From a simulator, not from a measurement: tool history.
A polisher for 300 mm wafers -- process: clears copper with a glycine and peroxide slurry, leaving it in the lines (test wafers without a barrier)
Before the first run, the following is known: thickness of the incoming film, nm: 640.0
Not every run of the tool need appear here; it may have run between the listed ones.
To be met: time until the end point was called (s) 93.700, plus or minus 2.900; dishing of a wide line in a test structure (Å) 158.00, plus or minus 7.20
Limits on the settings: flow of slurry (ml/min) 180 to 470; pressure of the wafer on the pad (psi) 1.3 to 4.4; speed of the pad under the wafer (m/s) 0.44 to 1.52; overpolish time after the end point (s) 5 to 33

run,hour,flow of slurry (ml/min),pressure of the wafer on the pad (psi),speed of the pad under the wafer (m/s),overpolish time after the end point (s),time until the end point was called (s),dishing of a wide line in a test structure (Å)
1,0.0,300,2.8,0.98,17,103.380,170.27
2,5.7,300,2.8,0.84,17,117.790,174.96
3,11.3,300,2.8,0.84,21,118.340,177.91
4,18.5,300,2.8,0.64,21,146.660,180.47
5,20.1,300,2.8,0.64,15,143.850,177.12
6,26.0,340,2.8,0.64,15,143.470,178.03
7,29.1,315,3.0,0.66,13,138.440,167.81
8,36.9,380,3.8,0.68,11,112.740,169.70
9,39.8,370,3.9,0.70,10,109.300,167.85
10,47.1,370,3.9,0.70,10,109.480,166.89
# hour 49.2: head pressure recalibrated
11,49.2,305,4.4,0.76,5,99.800,136.76
12,50.1,320,4.4,0.76,5,98.597,136.03
13,56.6,235,4.4,0.90,13,89.094,171.34
14,59.8,225,4.3,0.90,11,90.422,170.25
15,60.5,225,4.3,0.90,10,89.615,164.53

Below are 5 possible settings for the next run. Only one of them brings all results inside the allowed miss of their targets. Which is it?
A,61.2,335,4.2,0.92,18,?,?
B,61.2,290,4.2,0.86,7,?,?
C,61.2,335,3.2,1.12,16,?,?
D,61.2,250,3.7,0.90,8,?,?
E,61.2,190,3.7,0.92,8,?,?

move,time until the end point was called (s),dishing of a wide line in a test structure (Å)
A,86.975,172.75
B,93.010,156.33
C,88.367,170.98
D,98.586,159.41
E,98.866,159.03
A: moves away from the targets compared with the last run
B: all results in spec
C: moves away from the targets compared with the last run
D: moves the result that the last run missed by most past its target, out the other side
E: moves the result that the last run missed by most past its target, out the other side
Correct choice: B, which meets every target

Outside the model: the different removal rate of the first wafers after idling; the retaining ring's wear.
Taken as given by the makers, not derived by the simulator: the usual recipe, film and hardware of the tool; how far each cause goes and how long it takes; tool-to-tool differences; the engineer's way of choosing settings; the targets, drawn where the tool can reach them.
